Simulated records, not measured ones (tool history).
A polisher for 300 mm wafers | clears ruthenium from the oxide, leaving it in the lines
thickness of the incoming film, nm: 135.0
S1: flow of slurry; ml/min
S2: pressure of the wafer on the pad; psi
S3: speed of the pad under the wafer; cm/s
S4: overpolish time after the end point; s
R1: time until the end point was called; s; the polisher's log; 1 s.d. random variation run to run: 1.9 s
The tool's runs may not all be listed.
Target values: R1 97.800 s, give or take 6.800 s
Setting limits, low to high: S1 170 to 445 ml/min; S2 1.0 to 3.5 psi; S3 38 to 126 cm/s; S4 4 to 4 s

run	hour	S1	S2	S3	S4	R1
1	0.0	285	2.2	82	4	139.010
2	5.0	285	2.3	82	4	128.390
3	13.8	285	2.3	82	4	129.440
4	16.3	260	2.3	82	4	127.640
5	19.8	260	2.3	62	4	169.620
6	22.7	260	2.4	62	4	158.730
7	29.9	260	2.5	62	4	149.710
8	38.1	260	2.6	62	4	149.220
9	46.7	260	2.7	64	4	133.540
10	48.3	260	3.3	66	4	107.830
11	52.7	260	3.3	66	4	109.570
12	55.0	260	3.3	66	4	114.260

Next run, 5 choices. One meets every target within its allowed miss, the rest don't. Which?
A	57.3	265	3.5	92	4	?
B	57.3	220	3.2	58	4	?
C	57.3	330	3.3	54	4	?
D	57.3	305	3.5	68	4	?
E	57.3	275	3.1	54	4	?

move	R1
A	79.845
B	129.650
C	128.640
D	101.660
E	138.700
A: takes the biggest miss from the last run beyond its target
B: its largest miss is bigger than the last run's
C: its largest miss is bigger than the last run's
D: each result inside its tolerance
E: its largest miss is bigger than the last run's
Go with D: it meets all targets.
